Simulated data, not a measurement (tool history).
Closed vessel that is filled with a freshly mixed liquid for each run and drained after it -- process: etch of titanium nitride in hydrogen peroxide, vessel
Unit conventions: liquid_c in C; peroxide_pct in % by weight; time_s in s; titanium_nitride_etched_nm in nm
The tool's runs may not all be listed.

run    day  liquid_c  peroxide_pct  time_s  titanium_nitride_etched_nm
  1  0.000      44.0          17.0     855                      27.120
  2  0.400      39.5          17.0     855                      19.230
  3  0.454      43.0          17.0     855                      25.040
  4  0.650      46.0          17.0     855                      31.629
  5  0.812      46.0          13.5     855                      30.163
  6  1.042      46.0          13.5     675                      23.766

Run 7 comes next. What will it give?
  7  1.388      49.0          13.5     675                           ?

{"run 7": {"titanium_nitride_etched_nm": 29.064}}
